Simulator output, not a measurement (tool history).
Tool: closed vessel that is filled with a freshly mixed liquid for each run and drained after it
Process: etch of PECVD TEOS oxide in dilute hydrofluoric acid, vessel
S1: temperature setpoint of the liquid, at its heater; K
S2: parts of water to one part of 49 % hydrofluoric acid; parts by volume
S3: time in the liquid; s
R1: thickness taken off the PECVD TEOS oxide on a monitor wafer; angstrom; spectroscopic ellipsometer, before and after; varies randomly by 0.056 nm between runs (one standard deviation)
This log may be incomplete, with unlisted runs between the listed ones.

run	hour	S1	S2	S3	R1
1	0.0	296.15	300	115	86.565
2	7.0	295.65	310	115	82.900
3	7.5	295.15	320	115	78.174
4	13.4	295.15	320	75	50.522
5	18.7	295.15	320	75	50.057
6	26.9	292.15	320	75	45.205
7	34.6	292.65	320	75	45.907
8	41.9	293.15	320	75	47.932
9	47.8	293.65	320	75	46.912
10	54.9	294.15	320	75	48.923
11	63.3	294.65	320	75	49.541

Run 12, settings as shown, results not yet in. Your forecast:
12	67.8	295.15	320	75	?

Run 12 yielded R1 50.289 angstrom.
